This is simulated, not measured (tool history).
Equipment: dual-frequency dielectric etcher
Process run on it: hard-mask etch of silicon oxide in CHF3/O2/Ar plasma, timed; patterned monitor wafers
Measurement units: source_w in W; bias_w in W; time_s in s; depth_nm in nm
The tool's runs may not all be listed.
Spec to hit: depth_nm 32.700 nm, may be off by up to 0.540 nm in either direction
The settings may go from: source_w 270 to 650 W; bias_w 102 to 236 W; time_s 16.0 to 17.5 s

run,day,source_w,bias_w,time_s,depth_nm
1,0.000,460,169,17.5,29.889
2,0.062,460,169,16.0,27.021
3,0.383,510,175,16.0,28.440
4,0.625,510,146,16.0,27.029
5,0.650,540,161,16.0,28.359
6,0.808,460,161,16.0,26.642
7,1.017,510,169,16.0,28.245
8,1.258,540,177,16.0,29.182
9,1.558,560,184,16.0,30.044
10,1.838,580,188,16.0,30.510

Below are 5 possible settings for the next run. Only one of them brings all results inside the allowed miss of their targets. Which is it?
A,2.117,600,184,17.0,?
B,2.117,450,163,17.5,?
C,2.117,520,163,16.5,?
D,2.117,590,191,17.5,?
E,2.117,410,200,16.5,?

move,depth_nm
A,32.841
B,29.057
C,28.987
D,34.002
E,28.290
A: in spec on every target
B: further off than the last run
C: further off than the last run
D: pushes the last run's worst result past its target
E: further off than the last run
The move that meets every target is A.
